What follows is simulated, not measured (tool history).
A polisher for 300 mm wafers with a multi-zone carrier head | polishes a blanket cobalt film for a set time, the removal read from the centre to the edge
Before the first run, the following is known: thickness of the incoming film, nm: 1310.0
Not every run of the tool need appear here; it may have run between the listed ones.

run	hour	flow of slurry (ml/min)	pressure of the head's centre zone	pressure of the head's middle zone	pressure of the head's edge zone	polishing time (s)	film removed at the wafer's centre (angstrom)	film removed at mid-radius (angstrom)	film removed at the wafer's edge (angstrom)
1	0	190	1	1	1	60	2648.7	2798.4	2752.3
2	3.1	190	1	1	1.03	60	2707.5	2774.5	2805.7
3	11.6	190	1	0.94	1.03	60	2718.4	2615	2792.7
4	18.8	190	1	0.94	1.03	46	2067.3	2022.4	2116.3
5	20.6	215	1	0.94	1.03	46	2116.4	2043.7	2186.7
6	27.3	240	1	0.94	1.03	46	2238.4	2112.4	2189.6
7	30.2	225	0.99	0.97	1.06	54	2526.7	2524.1	2572.3
8	35.2	205	0.98	0.98	1.08	60	2795	2777.2	2854.6
9	39.1	185	0.95	0.99	1.09	65	2824.6	2959.7	3132.5

Run 10 is up next; what results do you expect?
10	46.2	180	0.94	1.01	1.11	68	?	?	?

Run 10 gave film removed at the wafer's centre (angstrom) 2906.5, film removed at mid-radius (angstrom) 3166.8, film removed at the wafer's edge (angstrom) 3210.8.

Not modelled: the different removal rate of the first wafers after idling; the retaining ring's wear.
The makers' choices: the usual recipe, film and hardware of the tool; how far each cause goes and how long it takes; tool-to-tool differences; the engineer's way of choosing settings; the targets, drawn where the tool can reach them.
